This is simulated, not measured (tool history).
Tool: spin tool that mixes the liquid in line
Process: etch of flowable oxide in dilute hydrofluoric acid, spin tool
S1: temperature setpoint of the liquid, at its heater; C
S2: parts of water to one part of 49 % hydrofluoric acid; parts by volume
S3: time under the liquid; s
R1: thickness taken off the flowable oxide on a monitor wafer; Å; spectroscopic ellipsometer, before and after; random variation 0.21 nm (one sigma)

| run | hour | S1 | S2 | S3 | R1 |
|---|---|---|---|---|---|
| 1 | 0 | 24 | 175 | 305 | 849.95 |
| 2 | 5.5 | 22 | 200 | 305 | 668.64 |
| 3 | 11.2 | 20.5 | 215 | 305 | 579.07 |
| 4 | 15.6 | 17.5 | 215 | 305 | 516.59 |
| 5 | 18.1 | 17.5 | 215 | 330 | 561.65 |
| 6 | 23.6 | 17.5 | 230 | 330 | 513.92 |

Run 7 comes next. What will it give?
| 7 | 32 | 17.5 | 240 | 330 | ? |

{"run 7": {"R1": 484.15}}
